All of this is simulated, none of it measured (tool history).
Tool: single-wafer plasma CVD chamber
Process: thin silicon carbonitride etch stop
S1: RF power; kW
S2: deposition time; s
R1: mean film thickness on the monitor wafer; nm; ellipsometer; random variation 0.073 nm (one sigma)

{"run": 1, "hour": 0.0, "S1": 0.23, "S2": 20, "R1": 10.838}
{"run": 2, "hour": 6.7, "S1": 0.235, "S2": 20.2, "R1": 11.121}
{"run": 3, "hour": 9.5, "S1": 0.24, "S2": 20.3, "R1": 11.249}
{"run": 4, "hour": 12.4, "S1": 0.245, "S2": 20.4, "R1": 11.324}
{"hour": 19.4, "done": "RF generator calibrated"}
{"run": 5, "hour": 19.4, "S1": 0.245, "S2": 19.2, "R1": 10.861}
{"run": 6, "hour": 23.9, "S1": 0.245, "S2": 17.5, "R1": 9.9959}
{"run": 7, "hour": 28.4, "S1": 0.25, "S2": 17.9, "R1": 10.124}
{"run": 8, "hour": 37.0, "S1": 0.255, "S2": 18.3, "R1": 10.404}
{"run": 9, "hour": 38.2, "S1": 0.255, "S2": 18.7, "R1": 10.784}
{"run": 10, "hour": 45.6, "S1": 0.26, "S2": 18.9, "R1": 10.8}
{"run": 11, "hour": 50.8, "S1": 0.26, "S2": 19.2, "R1": 11.051}
{"run": 12, "hour": 54.8, "S1": 0.265, "S2": 19.4, "R1": 11.103}
{"run": 13, "hour": 59.3, "S1": 0.265, "S2": 19.7, "R1": 11.263}

Run 14 comes next. What will it give?
{"run": 14, "hour": 66.5, "S1": 0.265, "S2": 19.9, "R1": "?"}

{"run 14": {"R1": 11.463}}
